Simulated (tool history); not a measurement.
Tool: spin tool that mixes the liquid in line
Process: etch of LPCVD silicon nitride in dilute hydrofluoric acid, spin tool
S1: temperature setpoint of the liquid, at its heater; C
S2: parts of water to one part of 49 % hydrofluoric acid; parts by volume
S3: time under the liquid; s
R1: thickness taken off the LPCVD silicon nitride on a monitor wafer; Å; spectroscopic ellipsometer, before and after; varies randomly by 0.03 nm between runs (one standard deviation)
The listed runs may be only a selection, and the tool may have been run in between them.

run,hour,S1,S2,S3,R1
1,0.0,24.0,45,290,33.588
2,0.7,23.0,45,290,32.212
3,5.9,24.5,45,290,35.160
4,10.5,23.5,45,290,32.801
5,13.7,25.0,45,290,35.821
6,15.1,24.0,45,290,33.736

Estimate the outcome of run 7 from the log above:
7,19.0,23.0,45,290,?

R1: 32.376 Å
